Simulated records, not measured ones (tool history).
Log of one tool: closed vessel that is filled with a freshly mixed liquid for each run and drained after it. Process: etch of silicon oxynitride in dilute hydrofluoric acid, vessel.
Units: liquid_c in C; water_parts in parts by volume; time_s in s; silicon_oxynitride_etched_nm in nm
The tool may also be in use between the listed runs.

run,hour,liquid_c,water_parts,time_s,silicon_oxynitride_etched_nm
1,0,22,65,1680,62.725
2,5,22,65,1680,61.14
3,7.8,22,75,1680,52.502
4,12.8,23,70,1695,59.863
5,15.6,23,55,1695,77.709
6,17.3,23,50,1695,85.938
7,20.6,23.5,45,1705,99.382
8,27.1,24,45,1705,102.44
9,28.1,24.5,45,1705,103.45

The next listed run, before its measurement:
10,29.3,25,45,1705,?

silicon_oxynitride_etched_nm: 106.58 nm
